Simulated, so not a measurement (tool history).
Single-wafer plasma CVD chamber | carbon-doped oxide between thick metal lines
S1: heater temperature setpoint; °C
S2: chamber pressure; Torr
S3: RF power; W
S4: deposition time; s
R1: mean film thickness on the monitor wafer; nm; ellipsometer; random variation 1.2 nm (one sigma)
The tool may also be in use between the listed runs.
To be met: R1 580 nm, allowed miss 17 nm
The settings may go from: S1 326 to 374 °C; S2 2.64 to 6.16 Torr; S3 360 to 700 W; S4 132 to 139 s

run,day,S1,S2,S3,S4,R1
1,0,350,4.4,530,139,753
2,0.175,351,4.3,495,138,701.79
3,0.388,351,4.3,495,139,708.87
4,0.646,358,4.3,495,139,698.54
5,0.858,358,4.21,475,138,669.57
6,1,358,4.09,460,138,644.45
7,1.062,358,3.93,455,138,634
8,1.179,358,3.79,450,138,622.73
9,1.408,358,3.67,445,138,610.68
10,1.525,358,3.59,445,138,609.06
11,1.796,358,3.51,445,138,606.8
12,2.1,358,3.43,445,138,604.56
13,2.421,358,3.36,445,138,604.2
14,2.462,358,3.29,445,138,602.29

Which of these 5 next moves meets every target?
A,2.504,372,2.64,445,132,?
B,2.504,351,3.95,430,139,?
C,2.504,335,2.96,450,139,?
D,2.504,358,3.4,445,132,?
E,2.504,364,4.01,445,139,?

move,R1
A,545.5
B,614.8
C,637.66
D,578.21
E,619.36
A: takes the result that was furthest off past its target
B: further off than the last run
C: further off than the last run
D: meets every target
E: further off than the last run
Answer: D
